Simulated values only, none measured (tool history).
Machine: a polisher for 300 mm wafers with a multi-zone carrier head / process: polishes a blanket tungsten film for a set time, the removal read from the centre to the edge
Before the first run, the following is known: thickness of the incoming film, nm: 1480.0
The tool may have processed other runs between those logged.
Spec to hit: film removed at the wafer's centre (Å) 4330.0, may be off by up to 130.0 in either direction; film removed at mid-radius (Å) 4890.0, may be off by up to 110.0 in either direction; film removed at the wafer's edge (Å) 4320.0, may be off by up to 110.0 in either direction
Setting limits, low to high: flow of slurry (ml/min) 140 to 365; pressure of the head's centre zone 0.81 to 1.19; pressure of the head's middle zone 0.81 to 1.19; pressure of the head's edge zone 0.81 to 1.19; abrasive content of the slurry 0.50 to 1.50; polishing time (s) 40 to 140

run,hour,flow of slurry (ml/min),pressure of the head's centre zone,pressure of the head's middle zone,pressure of the head's edge zone,abrasive content of the slurry,polishing time (s),film removed at the wafer's centre (Å),film removed at mid-radius (Å),film removed at the wafer's edge (Å)
1,0.0,235,1.00,1.00,1.00,1.00,90,3869.7,3952.2,3998.1
2,5.5,245,1.01,1.03,1.01,1.00,90,3976.3,4147.0,4028.4
3,9.2,245,1.01,1.03,1.06,1.00,90,3959.2,4151.7,4196.4
4,15.3,260,1.01,1.05,1.06,1.00,90,4045.7,4250.8,4176.5
5,17.2,270,1.01,1.07,1.07,1.00,90,4055.1,4305.0,4261.5
6,18.6,270,0.94,1.07,1.07,1.00,90,3838.9,4305.1,4226.5
7,24.1,280,0.95,1.09,1.07,1.00,90,3875.4,4452.8,4252.3
# hour 30.4: slurry nozzle cleaned
8,30.4,290,0.96,1.10,1.07,1.00,90,4196.6,4741.6,4372.7
9,31.2,300,0.96,1.10,1.05,0.95,90,4179.0,4691.5,4361.5
10,38.5,305,0.96,1.10,1.04,0.95,90,4176.9,4721.6,4331.0
11,40.1,310,0.96,1.10,1.03,0.95,90,4158.7,4744.5,4310.4

Pick the move, out of 5, that brings all results within their allowed miss; only one does.
A,41.7,275,0.90,1.13,1.01,0.95,93,?,?,?
B,41.7,300,0.97,1.11,1.10,0.85,89,?,?,?
C,41.7,340,0.89,1.12,1.06,1.05,88,?,?,?
D,41.7,355,1.03,1.10,1.04,0.95,87,?,?,?
E,41.7,265,0.99,1.13,1.00,1.05,90,?,?,?

move,film removed at the wafer's centre (Å),film removed at mid-radius (Å),film removed at the wafer's edge (Å)
A,4033.6,4938.1,4369.4
B,4045.4,4585.6,4292.2
C,3950.2,4832.6,4392.0
D,4320.7,4619.8,4224.0
E,4287.7,4860.2,4285.4
A: brings the last run's worst result on target, with another outside its allowed miss
B: lands further from the targets than the last run did
C: brings the last run's worst result on target, with another outside its allowed miss
D: lands further from the targets than the last run did
E: meets every target
E is the move that brings every result within its allowed miss.
